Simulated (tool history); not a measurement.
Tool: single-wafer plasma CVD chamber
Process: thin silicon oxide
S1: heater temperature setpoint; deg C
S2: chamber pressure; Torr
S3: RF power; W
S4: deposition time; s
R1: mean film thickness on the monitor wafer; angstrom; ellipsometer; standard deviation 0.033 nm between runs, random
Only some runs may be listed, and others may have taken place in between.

{"run": 1, "hour": 0.0, "S1": 425, "S2": 0.664, "S3": 220, "S4": 5.49, "R1": 70.577}
{"run": 2, "hour": 4.0, "S1": 415, "S2": 0.664, "S3": 220, "S4": 5.49, "R1": 72.178}
{"run": 3, "hour": 9.9, "S1": 415, "S2": 0.664, "S3": 220, "S4": 5.49, "R1": 71.228}
{"run": 4, "hour": 15.3, "S1": 409, "S2": 0.664, "S3": 220, "S4": 5.49, "R1": 71.86}
{"run": 5, "hour": 21.5, "S1": 409, "S2": 0.664, "S3": 205, "S4": 5.49, "R1": 69.435}
{"run": 6, "hour": 26.6, "S1": 409, "S2": 0.664, "S3": 185, "S4": 5.49, "R1": 65.604}
{"run": 7, "hour": 31.5, "S1": 409, "S2": 0.649, "S3": 185, "S4": 5.49, "R1": 64.475}
{"run": 8, "hour": 35.9, "S1": 409, "S2": 0.637, "S3": 185, "S4": 5.49, "R1": 62.652}

Run 9 comes next. What will it give?
{"run": 9, "hour": 42.4, "S1": 409, "S2": 0.63, "S3": 185, "S4": 5.49, "R1": "?"}

R1: 62.649 angstrom
